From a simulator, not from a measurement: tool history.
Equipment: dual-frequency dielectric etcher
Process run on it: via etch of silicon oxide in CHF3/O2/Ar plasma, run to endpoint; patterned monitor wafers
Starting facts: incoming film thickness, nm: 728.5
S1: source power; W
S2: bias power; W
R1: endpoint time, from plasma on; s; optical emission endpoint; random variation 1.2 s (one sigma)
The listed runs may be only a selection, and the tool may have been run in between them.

run,hour,S1,S2,R1
1,0,600,181,327.87
2,1.7,580,177,333
3,10.3,560,173,338.85
4,18.3,460,173,354.33
5,22.1,500,173,345.94
6,24.4,490,168,351.61
7,31.5,480,164,358.67

What does the tool deliver on the next run?
8,32.5,470,161,?

R1: 363.18 s
